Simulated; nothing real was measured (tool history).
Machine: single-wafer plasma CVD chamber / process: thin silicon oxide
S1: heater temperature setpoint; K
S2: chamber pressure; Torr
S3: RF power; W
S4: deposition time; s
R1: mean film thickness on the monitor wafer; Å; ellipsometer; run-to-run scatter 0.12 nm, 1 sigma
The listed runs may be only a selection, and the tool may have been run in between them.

run,hour,S1,S2,S3,S4,R1
1,0.0,658.15,0.889,345,13.3,273.82
2,4.7,658.15,0.889,385,13.3,288.48
3,12.3,658.15,0.947,385,13.3,301.35
4,19.8,658.15,0.947,385,13.7,310.36
5,27.8,658.15,0.871,380,13.7,286.45
6,30.5,658.15,0.871,380,13.7,286.27
7,39.2,658.15,0.693,365,13.6,221.67

Run 8 has not been measured yet. What should we expect?
8,40.1,658.15,0.700,365,13.6,?

R1: 221.91 Å

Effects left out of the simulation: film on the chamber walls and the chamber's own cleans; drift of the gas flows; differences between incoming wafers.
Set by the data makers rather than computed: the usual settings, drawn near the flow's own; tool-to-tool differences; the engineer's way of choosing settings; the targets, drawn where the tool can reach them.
